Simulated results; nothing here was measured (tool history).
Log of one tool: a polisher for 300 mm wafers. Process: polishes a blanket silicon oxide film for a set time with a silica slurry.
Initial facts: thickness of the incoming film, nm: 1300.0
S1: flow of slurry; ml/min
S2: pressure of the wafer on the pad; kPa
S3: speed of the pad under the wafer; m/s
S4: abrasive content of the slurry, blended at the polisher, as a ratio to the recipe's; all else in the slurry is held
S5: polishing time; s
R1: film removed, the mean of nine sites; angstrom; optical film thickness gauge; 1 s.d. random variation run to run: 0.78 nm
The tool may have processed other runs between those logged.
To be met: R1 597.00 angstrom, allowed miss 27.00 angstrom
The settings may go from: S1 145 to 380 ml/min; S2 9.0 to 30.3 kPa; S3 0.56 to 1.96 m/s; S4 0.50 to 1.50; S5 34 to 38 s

run	hour	S1	S2	S3	S4	S5	R1
1	0.0	245	19.3	1.26	1.00	38	854.46
2	6.4	285	19.3	1.26	1.00	38	870.69
3	8.8	285	19.3	1.26	1.00	38	881.20
4	14.1	285	19.3	1.26	0.90	38	825.06
5	18.3	285	17.2	1.24	0.90	38	724.91
6	23.5	285	17.2	1.24	0.80	38	682.42
7	25.1	285	16.5	1.24	0.80	38	667.78
8	26.5	285	15.9	1.24	0.80	38	635.21
9	35.1	285	15.9	1.24	0.80	38	633.96

Pick the move, out of 5, that brings all results within their allowed miss; only one does.
A	43.7	285	14.5	1.46	0.90	35	?
B	43.7	325	16.5	1.16	0.85	38	?
C	43.7	270	13.1	1.18	1.20	34	?
D	43.7	290	14.5	1.14	0.80	36	?
E	43.7	265	17.2	1.28	0.65	36	?

move	R1
A	645.48
B	658.64
C	547.01
D	519.83
E	595.69
A: moves away from the targets compared with the last run
B: moves away from the targets compared with the last run
C: pushes the last run's worst result past its target
D: pushes the last run's worst result past its target
E: all results land within tolerance of their targets
E meets every target.

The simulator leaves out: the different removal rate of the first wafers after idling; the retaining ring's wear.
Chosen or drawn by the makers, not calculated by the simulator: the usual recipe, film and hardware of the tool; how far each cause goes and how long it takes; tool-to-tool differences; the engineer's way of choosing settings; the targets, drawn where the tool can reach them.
